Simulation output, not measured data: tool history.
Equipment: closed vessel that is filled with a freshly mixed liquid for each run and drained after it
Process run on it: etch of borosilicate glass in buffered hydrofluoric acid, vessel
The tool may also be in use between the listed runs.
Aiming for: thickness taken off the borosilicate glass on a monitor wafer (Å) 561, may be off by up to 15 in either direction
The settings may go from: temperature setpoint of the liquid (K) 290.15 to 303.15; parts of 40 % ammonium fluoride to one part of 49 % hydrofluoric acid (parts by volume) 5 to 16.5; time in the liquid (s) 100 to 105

| run | hour | temperature setpoint of the liquid (K) | parts of 40 % ammonium fluoride to one part of 49 % hydrofluoric acid (parts by volume) | time in the liquid (s) | thickness taken off the borosilicate glass on a monitor wafer (Å) |
|---|---|---|---|---|---|
| 1 | 0 | 295.15 | 10 | 100 | 1095.3 |
| 2 | 1.4 | 295.15 | 8.5 | 100 | 1254.2 |
| 3 | 6.8 | 291.65 | 8.5 | 100 | 1035.9 |
| 4 | 15.9 | 291.65 | 11.5 | 100 | 787.49 |
| 5 | 21.1 | 290.15 | 11.5 | 100 | 732.56 |
| 6 | 28.7 | 290.15 | 11.5 | 100 | 725.3 |
| 7 | 29.6 | 290.15 | 12 | 100 | 702.66 |
| 8 | 33 | 290.15 | 12.5 | 100 | 668.02 |
| 9 | 40.6 | 290.15 | 13 | 100 | 644.06 |
| 10 | 43.7 | 290.15 | 13.5 | 100 | 632.85 |
| 11 | 48.2 | 290.15 | 14 | 100 | 603.17 |
| 12 | 52.3 | 290.15 | 14.5 | 100 | 582.48 |

Of the 4 settings listed for the next run, only one would bring every result within its allowed miss of target. Which one?
| A | 56.4 | 290.15 | 15 | 100 | ? |
| B | 56.4 | 290.15 | 15 | 105 | ? |
| C | 56.4 | 292.15 | 16.5 | 105 | ? |
| D | 56.4 | 290.15 | 14.5 | 105 | ? |

| move | thickness taken off the borosilicate glass on a monitor wafer (Å) |
|---|---|
| A | 552.61 |
| B | 580.24 |
| C | 589.94 |
| D | 600.11 |
A: hits every target within its allowed miss
B: closer than the last run, but not yet in spec
C: the biggest miss grows against the last run
D: the biggest miss grows against the last run
Move A is the one to make.

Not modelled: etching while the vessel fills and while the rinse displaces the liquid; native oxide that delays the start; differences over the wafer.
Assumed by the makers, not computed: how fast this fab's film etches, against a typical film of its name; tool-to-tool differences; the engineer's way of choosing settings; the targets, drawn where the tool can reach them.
